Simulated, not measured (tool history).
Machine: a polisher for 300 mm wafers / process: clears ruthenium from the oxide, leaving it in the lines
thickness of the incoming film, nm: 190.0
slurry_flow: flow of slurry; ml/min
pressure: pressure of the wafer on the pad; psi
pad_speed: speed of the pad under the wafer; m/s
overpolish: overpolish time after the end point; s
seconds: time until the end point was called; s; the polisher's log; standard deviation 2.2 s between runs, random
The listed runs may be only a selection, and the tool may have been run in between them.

run,hour,slurry_flow,pressure,pad_speed,overpolish,seconds
1,0.0,285,2.7,1.16,44,111.26
2,6.8,285,2.7,1.26,44,103.02
3,11.9,355,2.7,1.26,44,104.93
4,14.6,355,2.5,1.24,44,113.14
5,17.1,325,2.5,1.24,44,111.97
6,17.9,325,2.5,1.06,44,130.20
7,26.3,325,2.4,1.06,44,134.91
8,35.1,325,2.3,1.06,44,142.45
9,39.1,325,2.2,1.06,44,149.60

Run 10 comes next. What will it give?
10,46.6,325,1.5,1.04,44,?

{"run 10": {"seconds": 218.07}}
